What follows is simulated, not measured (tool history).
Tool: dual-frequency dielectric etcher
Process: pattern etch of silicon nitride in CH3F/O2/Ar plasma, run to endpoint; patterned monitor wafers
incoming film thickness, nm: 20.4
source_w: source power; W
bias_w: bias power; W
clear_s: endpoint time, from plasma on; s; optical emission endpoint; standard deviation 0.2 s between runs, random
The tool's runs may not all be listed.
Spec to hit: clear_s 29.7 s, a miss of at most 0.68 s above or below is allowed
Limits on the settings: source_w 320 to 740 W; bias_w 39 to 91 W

Run 1, hour 0: source_w 530 W, bias_w 65 W. Result: clear_s 25.714 s.
Run 2, hour 6.3: source_w 530 W, bias_w 69 W. Result: clear_s 25.906 s.
Run 3, hour 12.5: source_w 530 W, bias_w 64 W. Result: clear_s 26.233 s.
Run 4, hour 15.4: source_w 480 W, bias_w 64 W. Result: clear_s 27.218 s.
Run 5, hour 24.1: source_w 460 W, bias_w 63 W. Result: clear_s 27.802 s.
Run 6, hour 26: source_w 460 W, bias_w 67 W. Result: clear_s 27.106 s.
Run 7, hour 27.5: source_w 440 W, bias_w 66 W. Result: clear_s 27.857 s.
Run 8, hour 33.9: source_w 420 W, bias_w 65 W. Result: clear_s 28.85 s.
Run 9, hour 39.5: source_w 410 W, bias_w 65 W. Result: clear_s 28.877 s.
Run 10, hour 44: source_w 400 W, bias_w 65 W. Result: clear_s 29.171 s.

Of the 4 settings listed for the next run, only one would bring every result within its allowed miss of target. Which one?
Run A, hour 48.5: source_w 480 W, bias_w 53 W. Result: clear_s ?.
Run B, hour 48.5: source_w 360 W, bias_w 70 W. Result: clear_s ?.
Run C, hour 48.5: source_w 420 W, bias_w 72 W. Result: clear_s ?.
Run D, hour 48.5: source_w 440 W, bias_w 63 W. Result: clear_s ?.

move  clear_s
   A   28.547
   B   29.752
   C   27.817
   D   28.302
A: moves away from the targets compared with the last run
B: in spec on every target
C: moves away from the targets compared with the last run
D: moves away from the targets compared with the last run
So the answer is move B, the one that meets all the targets.
